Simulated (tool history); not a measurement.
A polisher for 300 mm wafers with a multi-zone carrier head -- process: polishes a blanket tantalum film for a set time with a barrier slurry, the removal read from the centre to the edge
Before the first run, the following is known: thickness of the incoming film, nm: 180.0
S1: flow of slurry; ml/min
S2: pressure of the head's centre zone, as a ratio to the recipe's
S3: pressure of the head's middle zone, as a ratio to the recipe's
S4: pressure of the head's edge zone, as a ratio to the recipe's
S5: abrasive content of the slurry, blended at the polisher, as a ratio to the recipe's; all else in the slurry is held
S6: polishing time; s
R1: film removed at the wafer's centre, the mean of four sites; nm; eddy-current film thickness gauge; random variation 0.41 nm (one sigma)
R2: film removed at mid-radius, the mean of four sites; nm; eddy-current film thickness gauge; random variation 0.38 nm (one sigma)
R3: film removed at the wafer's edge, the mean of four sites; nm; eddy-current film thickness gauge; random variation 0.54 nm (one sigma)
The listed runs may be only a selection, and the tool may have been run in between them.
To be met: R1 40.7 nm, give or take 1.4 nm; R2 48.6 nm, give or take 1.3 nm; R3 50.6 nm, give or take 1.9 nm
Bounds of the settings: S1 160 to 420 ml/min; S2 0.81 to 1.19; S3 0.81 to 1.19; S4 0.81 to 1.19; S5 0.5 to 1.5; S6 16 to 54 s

| run | hour | S1 | S2 | S3 | S4 | S5 | S6 | R1 | R2 | R3 |
|---|---|---|---|---|---|---|---|---|---|---|
| 1 | 0 | 270 | 1 | 1 | 1 | 1 | 35 | 72.176 | 72.839 | 72.11 |
| 2 | 6.5 | 270 | 1 | 1 | 1.04 | 1 | 35 | 72.926 | 72.543 | 73.453 |
| 3 | 7 | 270 | 1 | 1 | 1.04 | 1 | 26 | 53.17 | 54.069 | 54.149 |
| 4 | 11.9 | 295 | 1 | 1 | 1.04 | 1 | 26 | 54.752 | 54.579 | 54.679 |
| 5 | 19.2 | 295 | 0.94 | 1 | 1.04 | 1 | 26 | 50.074 | 55.13 | 54.143 |
| 6 | 26.6 | 290 | 0.93 | 0.99 | 1.04 | 1 | 26 | 49.719 | 53.951 | 55.07 |
| 7 | 28.7 | 285 | 0.92 | 0.98 | 1.03 | 0.95 | 26 | 49.702 | 52.868 | 54.401 |
| 8 | 29.5 | 280 | 0.9 | 0.98 | 1.03 | 0.9 | 26 | 47.508 | 52.327 | 53.971 |
| 9 | 38.1 | 280 | 0.89 | 0.98 | 1.03 | 0.85 | 26 | 45.778 | 51.888 | 52.801 |
| 10 | 42 | 280 | 0.89 | 0.98 | 1.03 | 0.85 | 26 | 46.341 | 50.811 | 52.608 |
| 11 | 47.3 | 275 | 0.88 | 0.98 | 1.03 | 0.85 | 26 | 45.739 | 51.828 | 53.788 |
| 12 | 55.7 | 275 | 0.87 | 0.98 | 1.03 | 0.8 | 26 | 44.912 | 51.487 | 52.674 |
| 13 | 60.8 | 275 | 0.86 | 0.98 | 1.03 | 0.8 | 26 | 44.052 | 51.399 | 52.917 |
| 14 | 64.7 | 275 | 0.85 | 0.98 | 1.03 | 0.8 | 26 | 43.814 | 51.36 | 52.525 |
| 15 | 69.4 | 275 | 0.84 | 0.98 | 1.03 | 0.8 | 26 | 42.965 | 51.677 | 52.219 |

4 next moves are on the table. One of them brings every result within its allowed miss. Which?
| A | 74.1 | 290 | 0.82 | 0.95 | 1.04 | 0.8 | 25 | ? | ? | ? |
| B | 74.1 | 310 | 0.99 | 0.98 | 1.07 | 0.95 | 23 | ? | ? | ? |
| C | 74.1 | 200 | 0.81 | 1.05 | 1 | 0.8 | 27 | ? | ? | ? |
| D | 74.1 | 225 | 0.88 | 0.9 | 1.03 | 0.8 | 28 | ? | ? | ? |

| move | R1 | R2 | R3 |
|---|---|---|---|
| A | 41.196 | 48.613 | 50.352 |
| B | 47.656 | 47.616 | 48.705 |
| C | 41.56 | 54.219 | 51.3 |
| D | 47.794 | 50.441 | 54.825 |
A: every result within its allowed miss
B: brings the result that was furthest off to its target, and leaves another outside
C: further off than the last run
D: further off than the last run
A is the move that brings every result within its allowed miss.

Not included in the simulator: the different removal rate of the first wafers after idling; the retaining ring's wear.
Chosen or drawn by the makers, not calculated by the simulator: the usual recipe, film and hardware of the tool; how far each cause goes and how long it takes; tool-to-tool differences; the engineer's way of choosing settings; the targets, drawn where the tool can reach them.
